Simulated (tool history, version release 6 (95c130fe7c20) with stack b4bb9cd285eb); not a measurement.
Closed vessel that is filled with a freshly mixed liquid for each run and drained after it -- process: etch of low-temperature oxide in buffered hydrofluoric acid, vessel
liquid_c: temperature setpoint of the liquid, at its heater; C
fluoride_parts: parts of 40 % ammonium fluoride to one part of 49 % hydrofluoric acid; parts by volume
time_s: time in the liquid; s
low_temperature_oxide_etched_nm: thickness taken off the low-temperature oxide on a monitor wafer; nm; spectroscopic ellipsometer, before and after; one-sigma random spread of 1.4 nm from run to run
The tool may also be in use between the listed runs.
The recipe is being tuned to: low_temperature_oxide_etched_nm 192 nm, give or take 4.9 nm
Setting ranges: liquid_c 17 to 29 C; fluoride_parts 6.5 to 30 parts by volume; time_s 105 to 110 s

| run | hour | liquid_c | fluoride_parts | time_s | low_temperature_oxide_etched_nm |
|---|---|---|---|---|---|
| 1 | 0 | 21 | 18.5 | 105 | 239.28 |
| 2 | 3.2 | 21 | 18.5 | 110 | 250.46 |
| 3 | 7 | 21 | 21 | 110 | 232.31 |
| 4 | 12.9 | 21 | 21 | 110 | 227.64 |
| 5 | 18.2 | 20.5 | 21 | 110 | 224.05 |
| 6 | 20.5 | 20 | 21 | 110 | 217.62 |
| 7 | 26.7 | 19.5 | 21 | 110 | 211.79 |
|  | 28.6 | hydrofluoric acid flow meter replaced |
| 8 | 28.6 | 19 | 21 | 110 | 216.89 |
| 9 | 29.3 | 18.5 | 21.5 | 110 | 210.14 |

Which single option among these 5 for the next run brings every result within its allowed miss of target? Just one does.
| A | 30 | 19 | 20.5 | 105 | ? |
| B | 30 | 17 | 17.5 | 110 | ? |
| C | 30 | 18 | 23 | 105 | ? |
| D | 30 | 19 | 20.5 | 110 | ? |
| E | 30 | 20 | 25.5 | 105 | ? |

| move | low_temperature_oxide_etched_nm |
|---|---|
| A | 208.84 |
| B | 226.64 |
| C | 182.25 |
| D | 218.79 |
| E | 190.04 |
A: nearer than the last run, and not there yet
B: lands further from the targets than the last run did
C: pushes the last run's worst result past its target
D: lands further from the targets than the last run did
E: each result inside its tolerance
Correct choice: E, which meets every target

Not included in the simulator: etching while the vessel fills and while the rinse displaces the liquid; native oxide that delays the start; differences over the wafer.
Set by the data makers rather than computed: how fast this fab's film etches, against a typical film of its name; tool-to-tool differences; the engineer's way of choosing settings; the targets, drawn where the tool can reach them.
